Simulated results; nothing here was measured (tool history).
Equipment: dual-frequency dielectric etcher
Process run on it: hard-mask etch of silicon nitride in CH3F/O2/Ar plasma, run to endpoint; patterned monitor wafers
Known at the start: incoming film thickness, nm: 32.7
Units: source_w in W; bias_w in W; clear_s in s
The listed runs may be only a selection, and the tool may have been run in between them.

| run | hour | source_w | bias_w | clear_s |
|---|---|---|---|---|
| 1 | 0.0 | 410 | 101 | 44.831 |
| 2 | 1.1 | 390 | 100 | 46.053 |
| 3 | 5.3 | 350 | 100 | 48.434 |
| 4 | 10.8 | 420 | 100 | 44.628 |
| 5 | 14.2 | 420 | 110 | 43.012 |
| 6 | 18.3 | 420 | 127 | 41.377 |

What does the tool deliver on the next run?
| 7 | 23.9 | 340 | 107 | ? |

clear_s: 47.965 s

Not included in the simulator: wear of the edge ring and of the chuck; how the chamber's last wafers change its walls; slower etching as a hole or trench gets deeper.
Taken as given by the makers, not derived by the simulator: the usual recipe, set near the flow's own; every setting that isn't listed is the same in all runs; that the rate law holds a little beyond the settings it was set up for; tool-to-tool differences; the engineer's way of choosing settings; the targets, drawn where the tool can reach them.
